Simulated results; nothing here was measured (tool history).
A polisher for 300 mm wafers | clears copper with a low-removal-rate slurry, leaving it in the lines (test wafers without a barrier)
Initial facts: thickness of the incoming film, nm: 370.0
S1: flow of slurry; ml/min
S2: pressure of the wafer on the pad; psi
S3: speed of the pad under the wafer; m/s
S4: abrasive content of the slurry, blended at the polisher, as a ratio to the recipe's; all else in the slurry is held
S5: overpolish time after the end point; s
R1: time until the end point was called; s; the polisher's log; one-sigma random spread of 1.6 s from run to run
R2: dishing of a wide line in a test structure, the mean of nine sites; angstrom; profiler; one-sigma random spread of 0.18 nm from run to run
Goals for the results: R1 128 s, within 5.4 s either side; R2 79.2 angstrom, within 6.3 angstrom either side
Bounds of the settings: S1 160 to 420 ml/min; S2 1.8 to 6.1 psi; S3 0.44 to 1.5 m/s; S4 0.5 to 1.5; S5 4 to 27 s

{"run": 1, "day": 0.0, "S1": 270, "S2": 3.9, "S3": 0.96, "S4": 1, "S5": 14, "R1": 101.74, "R2": 262.04}
{"run": 2, "day": 0.029, "S1": 330, "S2": 3.9, "S3": 0.96, "S4": 1, "S5": 14, "R1": 100.42, "R2": 256.5}
{"run": 3, "day": 0.196, "S1": 330, "S2": 3.9, "S3": 0.74, "S4": 1, "S5": 14, "R1": 128.88, "R2": 218.01}
{"run": 4, "day": 0.471, "S1": 330, "S2": 3.9, "S3": 0.84, "S4": 1, "S5": 14, "R1": 112.55, "R2": 237.98}
{"run": 5, "day": 0.517, "S1": 330, "S2": 3.9, "S3": 0.84, "S4": 0.9, "S5": 14, "R1": 114.73, "R2": 233.68}
{"run": 6, "day": 0.762, "S1": 350, "S2": 3.7, "S3": 0.86, "S4": 0.8, "S5": 12, "R1": 124.84, "R2": 201.22}
{"run": 7, "day": 0.983, "S1": 365, "S2": 3.7, "S3": 0.86, "S4": 0.75, "S5": 10, "R1": 126.48, "R2": 181.15}
{"run": 8, "day": 1.3, "S1": 375, "S2": 3.6, "S3": 0.88, "S4": 0.7, "S5": 9, "R1": 130.56, "R2": 162.69}
{"run": 9, "day": 1.396, "S1": 385, "S2": 3.3, "S3": 0.96, "S4": 0.65, "S5": 8, "R1": 132.55, "R2": 135.66}
{"run": 10, "day": 1.712, "S1": 420, "S2": 2.2, "S3": 1.24, "S4": 0.5, "S5": 4, "R1": 166.22, "R2": 59.154}
{"run": 11, "day": 1.933, "S1": 420, "S2": 2.3, "S3": 1.24, "S4": 0.5, "S5": 4, "R1": 160.51, "R2": 63.596}
{"run": 12, "day": 2.204, "S1": 420, "S2": 3.3, "S3": 1.26, "S4": 0.5, "S5": 5, "R1": 111.65, "R2": 108.62}
{"run": 13, "day": 2.396, "S1": 420, "S2": 3.2, "S3": 1.28, "S4": 0.5, "S5": 5, "R1": 113.26, "R2": 106.91}
{"run": 14, "day": 2.671, "S1": 420, "S2": 3.1, "S3": 1.3, "S4": 0.5, "S5": 5, "R1": 116.7, "R2": 104.14}
{"run": 15, "day": 2.858, "S1": 420, "S2": 3, "S3": 1.32, "S4": 0.5, "S5": 5, "R1": 116.15, "R2": 104.46}
{"run": 16, "day": 3.075, "S1": 420, "S2": 2.9, "S3": 1.34, "S4": 0.5, "S5": 5, "R1": 118.99, "R2": 102.43}
{"run": 17, "day": 3.242, "S1": 420, "S2": 2.8, "S3": 1.36, "S4": 0.5, "S5": 5, "R1": 123.24, "R2": 96.42}
{"run": 18, "day": 3.404, "S1": 420, "S2": 2.7, "S3": 1.38, "S4": 0.5, "S5": 5, "R1": 124.79, "R2": 101.17}
{"run": 19, "day": 3.617, "S1": 420, "S2": 2.8, "S3": 1.34, "S4": 0.5, "S5": 5, "R1": 124.29, "R2": 97.793}

Which single option among these 4 for the next run brings every result within its allowed miss of target? Just one does.
{"run": "A", "day": 3.829, "S1": 420, "S2": 2.5, "S3": 1.24, "S4": 0.55, "S5": 6, "R1": "?", "R2": "?"}
{"run": "B", "day": 3.829, "S1": 380, "S2": 3.4, "S3": 1.22, "S4": 0.5, "S5": 4, "R1": "?", "R2": "?"}
{"run": "C", "day": 3.829, "S1": 415, "S2": 3, "S3": 1.2, "S4": 0.5, "S5": 5, "R1": "?", "R2": "?"}
{"run": "D", "day": 3.829, "S1": 410, "S2": 3, "S3": 1.22, "S4": 0.5, "S5": 4, "R1": "?", "R2": "?"}

move=A R1=140.84 R2=102.33
move=B R1=111.34 R2=88.681
move=C R1=126.94 R2=95.974
move=D R1=125 R2=79.792
A: the biggest miss grows against the last run
B: as far off as the last run
C: nearer the targets than the last run, but a result is still out of spec
D: all results land within tolerance of their targets
Correct choice: D, which meets every target

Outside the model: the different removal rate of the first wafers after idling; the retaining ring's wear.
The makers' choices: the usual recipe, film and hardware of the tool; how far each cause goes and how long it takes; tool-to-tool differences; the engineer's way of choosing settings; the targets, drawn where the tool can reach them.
